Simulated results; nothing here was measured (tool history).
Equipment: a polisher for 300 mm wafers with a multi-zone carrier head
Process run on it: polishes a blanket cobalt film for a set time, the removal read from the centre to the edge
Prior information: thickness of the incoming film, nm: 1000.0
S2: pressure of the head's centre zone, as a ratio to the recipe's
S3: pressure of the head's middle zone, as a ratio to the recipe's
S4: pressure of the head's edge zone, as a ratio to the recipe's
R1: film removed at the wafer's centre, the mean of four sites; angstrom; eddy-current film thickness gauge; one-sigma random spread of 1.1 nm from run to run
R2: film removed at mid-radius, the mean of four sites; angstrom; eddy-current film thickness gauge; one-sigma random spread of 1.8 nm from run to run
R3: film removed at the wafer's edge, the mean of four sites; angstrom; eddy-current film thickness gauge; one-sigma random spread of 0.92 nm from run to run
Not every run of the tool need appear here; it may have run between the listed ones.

{"run": 1, "hour": 0.0, "flow of slurry (ml/min)": 240, "S2": 1.0, "S3": 1.0, "S4": 1.0, "polishing time (s)": 31, "R1": 981.78, "R2": 1010.0, "R3": 929.99}
{"run": 2, "hour": 5.0, "flow of slurry (ml/min)": 240, "S2": 1.0, "S3": 1.0, "S4": 1.0, "polishing time (s)": 37, "R1": 1167.7, "R2": 1207.3, "R3": 1118.7}
{"run": 3, "hour": 12.0, "flow of slurry (ml/min)": 235, "S2": 0.98, "S3": 1.01, "S4": 1.0, "polishing time (s)": 37, "R1": 1176.5, "R2": 1201.9, "R3": 1119.4}
{"run": 4, "hour": 15.3, "flow of slurry (ml/min)": 235, "S2": 1.05, "S3": 1.01, "S4": 1.0, "polishing time (s)": 37, "R1": 1190.3, "R2": 1227.8, "R3": 1110.6}
{"run": 5, "hour": 23.7, "flow of slurry (ml/min)": 235, "S2": 1.05, "S3": 1.01, "S4": 0.94, "polishing time (s)": 37, "R1": 1192.1, "R2": 1179.6, "R3": 1114.1}
{"run": 6, "hour": 28.0, "flow of slurry (ml/min)": 235, "S2": 1.08, "S3": 1.01, "S4": 0.94, "polishing time (s)": 37, "R1": 1254.4, "R2": 1179.4, "R3": 1109.6}
{"run": 7, "hour": 37.0, "flow of slurry (ml/min)": 230, "S2": 1.04, "S3": 1.02, "S4": 0.95, "polishing time (s)": 37, "R1": 1185.5, "R2": 1204.6, "R3": 1096.3}
{"run": 8, "hour": 42.5, "flow of slurry (ml/min)": 220, "S2": 1.01, "S3": 1.02, "S4": 0.97, "polishing time (s)": 37, "R1": 1161.8, "R2": 1169.8, "R3": 1097.9}

Predict the results of run 9:
{"run": 9, "hour": 49.3, "flow of slurry (ml/min)": 215, "S2": 0.98, "S3": 1.03, "S4": 1.0, "polishing time (s)": 37, "R1": "?", "R2": "?", "R3": "?"}

For run 9 the tool returned R1 1134.90 angstrom, R2 1197.8 angstrom, R3 1113.40 angstrom.

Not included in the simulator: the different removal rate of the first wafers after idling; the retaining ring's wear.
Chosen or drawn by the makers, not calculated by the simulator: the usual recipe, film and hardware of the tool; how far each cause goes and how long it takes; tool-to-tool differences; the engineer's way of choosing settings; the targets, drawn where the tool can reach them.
